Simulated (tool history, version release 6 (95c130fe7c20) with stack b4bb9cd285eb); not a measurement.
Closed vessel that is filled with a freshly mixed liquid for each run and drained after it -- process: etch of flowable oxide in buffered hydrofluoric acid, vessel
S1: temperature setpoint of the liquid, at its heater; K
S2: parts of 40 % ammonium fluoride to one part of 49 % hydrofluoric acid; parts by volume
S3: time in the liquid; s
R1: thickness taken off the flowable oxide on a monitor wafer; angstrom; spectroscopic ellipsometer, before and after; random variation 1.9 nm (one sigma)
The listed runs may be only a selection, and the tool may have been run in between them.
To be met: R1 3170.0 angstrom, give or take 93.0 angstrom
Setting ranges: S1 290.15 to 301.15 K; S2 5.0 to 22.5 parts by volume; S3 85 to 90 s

{"run": 1, "hour": 0.0, "S1": 293.15, "S2": 13.5, "S3": 85, "R1": 1452.0}
{"run": 2, "hour": 2.3, "S1": 294.65, "S2": 12.5, "S3": 85, "R1": 1702.1}
{"run": 3, "hour": 4.5, "S1": 294.65, "S2": 14.5, "S3": 85, "R1": 1474.2}
{"run": 4, "hour": 12.3, "S1": 294.65, "S2": 12.5, "S3": 85, "R1": 1709.4}
{"run": 5, "hour": 17.5, "S1": 294.65, "S2": 12.5, "S3": 85, "R1": 1724.4}
{"run": 6, "hour": 20.3, "S1": 296.15, "S2": 12.0, "S3": 85, "R1": 1935.2}
{"run": 7, "hour": 27.0, "S1": 297.15, "S2": 11.5, "S3": 85, "R1": 2121.6}
{"run": 8, "hour": 31.2, "S1": 298.15, "S2": 11.0, "S3": 85, "R1": 2323.1}
{"run": 9, "hour": 39.0, "S1": 301.15, "S2": 8.5, "S3": 85, "R1": 3423.3}
{"run": 10, "hour": 45.5, "S1": 300.65, "S2": 8.5, "S3": 85, "R1": 3400.9}

Below are 5 possible settings for the next run. Only one of them brings all results inside the allowed miss of their targets. Which is it?
{"run": "A", "hour": 52.0, "S1": 300.65, "S2": 9.0, "S3": 85, "R1": "?"}
{"run": "B", "hour": 52.0, "S1": 298.65, "S2": 7.5, "S3": 85, "R1": "?"}
{"run": "C", "hour": 52.0, "S1": 299.15, "S2": 9.0, "S3": 85, "R1": "?"}
{"run": "D", "hour": 52.0, "S1": 297.15, "S2": 8.0, "S3": 85, "R1": "?"}
{"run": "E", "hour": 52.0, "S1": 298.15, "S2": 8.0, "S3": 90, "R1": "?"}

move=A R1=3136.5
move=B R1=3432.7
move=C R1=2894.5
move=D R1=2951.4
move=E R1=3299.4
A: each result inside its tolerance
B: the biggest miss grows against the last run
C: pushes the last run's worst result past its target
D: pushes the last run's worst result past its target
E: an improvement on the last run, though not all results are within tolerance
So the answer is move A, the one that meets all the targets.
